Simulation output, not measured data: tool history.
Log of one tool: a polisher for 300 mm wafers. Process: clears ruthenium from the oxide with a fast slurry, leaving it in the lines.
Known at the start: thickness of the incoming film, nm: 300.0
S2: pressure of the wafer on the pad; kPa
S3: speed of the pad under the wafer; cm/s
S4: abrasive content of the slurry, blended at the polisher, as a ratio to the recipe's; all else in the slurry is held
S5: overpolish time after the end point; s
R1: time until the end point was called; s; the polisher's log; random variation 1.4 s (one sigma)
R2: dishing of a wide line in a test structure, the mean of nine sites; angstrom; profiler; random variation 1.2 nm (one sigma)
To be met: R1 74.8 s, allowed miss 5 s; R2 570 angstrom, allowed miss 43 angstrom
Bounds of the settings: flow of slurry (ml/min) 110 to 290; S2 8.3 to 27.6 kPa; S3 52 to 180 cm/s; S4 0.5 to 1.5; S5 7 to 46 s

Run 1, day 0: flow of slurry (ml/min) 185, S2 17.9 kPa, S3 116 cm/s, S4 1, S5 24 s. Result: R1 63.242 s, R2 789.94 angstrom.
Run 2, day 0.212: flow of slurry (ml/min) 185, S2 17.9 kPa, S3 116 cm/s, S4 1, S5 23 s. Result: R1 62.601 s, R2 774.73 angstrom.
Run 3, day 0.421: flow of slurry (ml/min) 185, S2 17.9 kPa, S3 116 cm/s, S4 1, S5 22 s. Result: R1 62.801 s, R2 762.73 angstrom.
Run 4, day 0.5: flow of slurry (ml/min) 185, S2 17.9 kPa, S3 116 cm/s, S4 0.85, S5 22 s. Result: R1 68.567 s, R2 709.28 angstrom.
Run 5, day 0.842: flow of slurry (ml/min) 185, S2 17.9 kPa, S3 116 cm/s, S4 0.85, S5 30 s. Result: R1 68.366 s, R2 917.22 angstrom.
Run 6, day 1.004: flow of slurry (ml/min) 185, S2 17.9 kPa, S3 116 cm/s, S4 0.75, S5 30 s. Result: R1 72.539 s, R2 882.66 angstrom.
Run 7, day 1.117: flow of slurry (ml/min) 185, S2 17.9 kPa, S3 116 cm/s, S4 0.75, S5 29 s. Result: R1 72.199 s, R2 849.44 angstrom.
Run 8, day 1.346: flow of slurry (ml/min) 185, S2 17.9 kPa, S3 116 cm/s, S4 0.75, S5 28 s. Result: R1 73.624 s, R2 813.71 angstrom.
Run 9, day 1.433: flow of slurry (ml/min) 185, S2 17.9 kPa, S3 116 cm/s, S4 0.75, S5 27 s. Result: R1 72.634 s, R2 792.27 angstrom.
Run 10, day 1.708: flow of slurry (ml/min) 185, S2 17.2 kPa, S3 116 cm/s, S4 0.75, S5 16 s. Result: R1 72.583 s, R2 512.79 angstrom.
Run 11, day 1.779: flow of slurry (ml/min) 185, S2 17.2 kPa, S3 116 cm/s, S4 0.75, S5 20 s. Result: R1 74.122 s, R2 630.76 angstrom.

5 next moves are on the table. One of them brings every result within its allowed miss. Which?
Run A, day 1.85: flow of slurry (ml/min) 225, S2 17.9 kPa, S3 118 cm/s, S4 0.6, S5 23 s. Result: R1 ?, R2 ?.
Run B, day 1.85: flow of slurry (ml/min) 220, S2 17.2 kPa, S3 104 cm/s, S4 0.8, S5 25 s. Result: R1 ?, R2 ?.
Run C, day 1.85: flow of slurry (ml/min) 190, S2 17.9 kPa, S3 110 cm/s, S4 0.75, S5 18 s. Result: R1 ?, R2 ?.
Run D, day 1.85: flow of slurry (ml/min) 180, S2 15.9 kPa, S3 122 cm/s, S4 0.85, S5 25 s. Result: R1 ?, R2 ?.
Run E, day 1.85: flow of slurry (ml/min) 185, S2 13.8 kPa, S3 142 cm/s, S4 0.8, S5 28 s. Result: R1 ?, R2 ?.

move      R1      R2
   A   80.05  691.16
   B  81.027  730.53
   C  77.881  580.08
   D  76.111  766.29
   E   77.92  819.47
A: further off than the last run
B: further off than the last run
C: meets every target
D: further off than the last run
E: further off than the last run
The right move is C.
